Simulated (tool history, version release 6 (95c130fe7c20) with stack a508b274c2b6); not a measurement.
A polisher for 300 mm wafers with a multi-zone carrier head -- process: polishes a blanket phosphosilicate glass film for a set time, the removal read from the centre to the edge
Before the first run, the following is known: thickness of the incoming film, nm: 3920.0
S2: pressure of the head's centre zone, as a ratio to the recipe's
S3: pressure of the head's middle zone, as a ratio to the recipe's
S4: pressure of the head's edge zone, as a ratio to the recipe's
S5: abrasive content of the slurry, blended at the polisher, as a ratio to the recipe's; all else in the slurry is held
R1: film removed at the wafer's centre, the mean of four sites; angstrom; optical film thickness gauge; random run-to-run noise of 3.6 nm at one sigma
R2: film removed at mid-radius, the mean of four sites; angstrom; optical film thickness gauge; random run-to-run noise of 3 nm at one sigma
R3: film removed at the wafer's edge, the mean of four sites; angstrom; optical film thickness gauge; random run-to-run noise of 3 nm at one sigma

{"run": 1, "hour": 0.0, "flow of slurry (ml/min)": 150, "S2": 1.0, "S3": 1.0, "S4": 1.0, "S5": 1.0, "polishing time (s)": 43, "R1": 3100.5, "R2": 3056.4, "R3": 3114.6}
{"run": 2, "hour": 2.0, "flow of slurry (ml/min)": 150, "S2": 1.0, "S3": 1.0, "S4": 1.03, "S5": 1.0, "polishing time (s)": 43, "R1": 3103.4, "R2": 3090.8, "R3": 3170.7}
{"run": 3, "hour": 6.1, "flow of slurry (ml/min)": 150, "S2": 1.0, "S3": 1.0, "S4": 1.03, "S5": 1.0, "polishing time (s)": 37, "R1": 2660.9, "R2": 2688.3, "R3": 2674.5}
{"run": 4, "hour": 8.2, "flow of slurry (ml/min)": 155, "S2": 1.0, "S3": 0.99, "S4": 1.07, "S5": 1.15, "polishing time (s)": 38, "R1": 2925.9, "R2": 2865.0, "R3": 2988.0}
{"run": 5, "hour": 12.6, "flow of slurry (ml/min)": 160, "S2": 1.0, "S3": 1.0, "S4": 1.1, "S5": 1.25, "polishing time (s)": 39, "R1": 3125.9, "R2": 3125.8, "R3": 3220.4}
{"run": 6, "hour": 20.2, "flow of slurry (ml/min)": 160, "S2": 1.0, "S3": 0.93, "S4": 1.1, "S5": 1.25, "polishing time (s)": 39, "R1": 3099.9, "R2": 2909.3, "R3": 3215.3}
{"run": 7, "hour": 24.7, "flow of slurry (ml/min)": 165, "S2": 1.0, "S3": 0.95, "S4": 1.12, "S5": 1.35, "polishing time (s)": 39, "R1": 3207.6, "R2": 3078.6, "R3": 3300.6}
{"run": 8, "hour": 27.9, "flow of slurry (ml/min)": 165, "S2": 1.0, "S3": 0.96, "S4": 1.14, "S5": 1.4, "polishing time (s)": 40, "R1": 3324.8, "R2": 3156.8, "R3": 3496.2}
{"run": 9, "hour": 29.4, "flow of slurry (ml/min)": 175, "S2": 1.0, "S3": 0.98, "S4": 1.15, "S5": 1.45, "polishing time (s)": 40, "R1": 3434.9, "R2": 3363.0, "R3": 3570.3}
{"run": 10, "hour": 34.4, "flow of slurry (ml/min)": 180, "S2": 1.0, "S3": 0.98, "S4": 1.16, "S5": 1.45, "polishing time (s)": 40, "R1": 3461.9, "R2": 3336.7, "R3": 3654.9}

Predict the results of run 11:
{"run": 11, "hour": 36.5, "flow of slurry (ml/min)": 210, "S2": 0.99, "S3": 1.03, "S4": 1.17, "S5": 1.45, "polishing time (s)": 40, "R1": "?", "R2": "?", "R3": "?"}

For run 11 the tool returned R1 3465.5 angstrom, R2 3560.5 angstrom, R3 3683.1 angstrom.
